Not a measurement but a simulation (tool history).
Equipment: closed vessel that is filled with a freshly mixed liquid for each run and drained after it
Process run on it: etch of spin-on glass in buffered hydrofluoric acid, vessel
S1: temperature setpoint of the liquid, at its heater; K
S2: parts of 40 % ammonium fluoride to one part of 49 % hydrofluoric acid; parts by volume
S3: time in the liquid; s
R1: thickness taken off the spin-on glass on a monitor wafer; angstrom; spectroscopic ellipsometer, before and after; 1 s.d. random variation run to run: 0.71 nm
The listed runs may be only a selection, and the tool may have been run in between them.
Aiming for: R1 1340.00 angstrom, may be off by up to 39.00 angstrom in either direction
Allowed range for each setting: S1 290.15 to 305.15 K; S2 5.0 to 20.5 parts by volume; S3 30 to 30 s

Run 1, day 0.000: S1 298.15 K, S2 12.5 parts by volume, S3 30 s. Result: R1 700.81 angstrom.
Run 2, day 0.175: S1 298.65 K, S2 12.0 parts by volume, S3 30 s. Result: R1 743.16 angstrom.
Run 3, day 0.396: S1 298.65 K, S2 14.0 parts by volume, S3 30 s. Result: R1 641.90 angstrom.
Run 4, day 0.533: S1 299.15 K, S2 13.5 parts by volume, S3 30 s. Result: R1 683.44 angstrom.
Run 5, day 0.700: S1 297.15 K, S2 13.5 parts by volume, S3 30 s. Result: R1 608.28 angstrom.
At day 1.038: thermometer replaced.
Run 6, day 1.038: S1 297.15 K, S2 13.5 parts by volume, S3 30 s. Result: R1 689.02 angstrom.
Run 7, day 1.392: S1 296.65 K, S2 12.5 parts by volume, S3 30 s. Result: R1 716.03 angstrom.
Run 8, day 1.692: S1 296.65 K, S2 12.0 parts by volume, S3 30 s. Result: R1 749.10 angstrom.
Run 9, day 1.862: S1 296.65 K, S2 12.0 parts by volume, S3 30 s. Result: R1 755.21 angstrom.

Next run, 5 choices. One meets every target within its allowed miss, the rest don't. Which?
Run A, day 2.033: S1 296.65 K, S2 7.5 parts by volume, S3 30 s. Result: R1 ?.
Run B, day 2.033: S1 295.65 K, S2 5.0 parts by volume, S3 30 s. Result: R1 ?.
Run C, day 2.033: S1 295.65 K, S2 6.5 parts by volume, S3 30 s. Result: R1 ?.
Run D, day 2.033: S1 296.15 K, S2 8.5 parts by volume, S3 30 s. Result: R1 ?.
Run E, day 2.033: S1 296.65 K, S2 6.5 parts by volume, S3 30 s. Result: R1 ?.

move       R1
   A  1167.90
   B  1588.40
   C  1270.20
   D   992.34
   E  1341.70
A: nearer than the last run, and not there yet
B: moves the result that the last run missed by most past its target, out the other side
C: nearer than the last run, and not there yet
D: nearer than the last run, and not there yet
E: every result lands within tolerance
Move E is the one to make.

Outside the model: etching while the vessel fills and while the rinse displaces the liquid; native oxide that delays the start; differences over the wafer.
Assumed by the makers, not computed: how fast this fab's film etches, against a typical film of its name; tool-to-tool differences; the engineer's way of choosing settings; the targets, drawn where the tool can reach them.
